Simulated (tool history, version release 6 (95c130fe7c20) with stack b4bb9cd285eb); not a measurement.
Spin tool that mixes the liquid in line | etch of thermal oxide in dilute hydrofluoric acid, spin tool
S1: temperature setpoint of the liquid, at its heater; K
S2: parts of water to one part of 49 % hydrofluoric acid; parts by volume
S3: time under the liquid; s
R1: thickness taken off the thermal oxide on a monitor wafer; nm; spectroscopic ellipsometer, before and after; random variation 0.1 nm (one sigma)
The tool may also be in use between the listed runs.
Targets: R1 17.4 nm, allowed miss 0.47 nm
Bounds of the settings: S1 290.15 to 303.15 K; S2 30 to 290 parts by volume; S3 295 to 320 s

run,day,S1,S2,S3,R1
1,0,295.15,160,295,6.7373
2,0.075,298.65,160,295,7.6805
3,0.254,295.65,160,295,6.8831
4,0.625,295.65,105,295,11.102
5,0.917,295.65,135,295,8.3744
6,1.071,298.15,135,295,9.1759
7,1.238,299.15,125,295,10.498
8,1.379,300.15,115,295,12.019
9,1.508,300.65,110,295,12.866
10,1.633,301.15,105,295,14.021
11,1.829,301.15,105,295,14.032
12,2.112,303.15,80,295,20.274
13,2.338,302.65,80,295,20.057
# day 2.412: thermometer replaced
14,2.412,302.15,80,295,20.518
15,2.629,298.15,85,295,16.593
16,2.917,298.15,85,295,16.366
17,3.142,298.65,85,295,16.83

4 next moves are on the table. One of them brings every result within its allowed miss. Which?
A,3.367,299.15,90,320,?
B,3.367,302.15,100,305,?
C,3.367,297.65,85,295,?
D,3.367,293.65,75,305,?

move,R1
A,17.36
B,16.493
C,16.073
D,16.199
A: meets every target
B: further off than the last run
C: further off than the last run
D: further off than the last run
The right move is A.
